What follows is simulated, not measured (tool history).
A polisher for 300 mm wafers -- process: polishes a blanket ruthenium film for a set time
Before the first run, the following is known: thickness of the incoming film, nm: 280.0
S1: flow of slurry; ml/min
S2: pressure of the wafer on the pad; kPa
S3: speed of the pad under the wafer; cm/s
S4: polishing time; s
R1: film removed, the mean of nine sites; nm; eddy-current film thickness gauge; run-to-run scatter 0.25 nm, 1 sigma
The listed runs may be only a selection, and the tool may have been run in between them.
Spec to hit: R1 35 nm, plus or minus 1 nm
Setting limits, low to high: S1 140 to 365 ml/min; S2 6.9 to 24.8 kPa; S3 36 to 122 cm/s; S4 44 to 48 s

| run | hour | S1 | S2 | S3 | S4 | R1 |
|---|---|---|---|---|---|---|
| 1 | 0 | 235 | 15.9 | 78 | 48 | 47.996 |
| 2 | 8.1 | 235 | 15.9 | 78 | 48 | 47.905 |
| 3 | 10.8 | 235 | 15.9 | 78 | 48 | 48.169 |
| 4 | 16.3 | 235 | 18.6 | 78 | 48 | 54.435 |
| 5 | 17.4 | 235 | 15.9 | 78 | 48 | 47.809 |
| 6 | 18.8 | 235 | 17.9 | 78 | 48 | 53.853 |
| 7 | 19.6 | 235 | 16.5 | 78 | 48 | 50.035 |
| 8 | 21.3 | 235 | 15.2 | 78 | 48 | 46.834 |
| 9 | 25.9 | 235 | 14.5 | 78 | 48 | 45.688 |
| 10 | 27.1 | 235 | 13.8 | 78 | 48 | 43.313 |
| 11 | 32.8 | 235 | 13.1 | 78 | 48 | 41.443 |

Pick the move, out of 4, that brings all results within their allowed miss; only one does.
| A | 38.5 | 220 | 13.8 | 68 | 44 | ? |
| B | 38.5 | 270 | 15.2 | 58 | 45 | ? |
| C | 38.5 | 230 | 11 | 78 | 44 | ? |
| D | 38.5 | 250 | 11 | 84 | 45 | ? |

| move | R1 |
|---|---|
| A | 34.827 |
| B | 33.817 |
| C | 33.805 |
| D | 37.399 |
A: all results in spec
B: pushes the last run's worst result past its target
C: pushes the last run's worst result past its target
D: closer than the last run, but not yet in spec
A meets every target.

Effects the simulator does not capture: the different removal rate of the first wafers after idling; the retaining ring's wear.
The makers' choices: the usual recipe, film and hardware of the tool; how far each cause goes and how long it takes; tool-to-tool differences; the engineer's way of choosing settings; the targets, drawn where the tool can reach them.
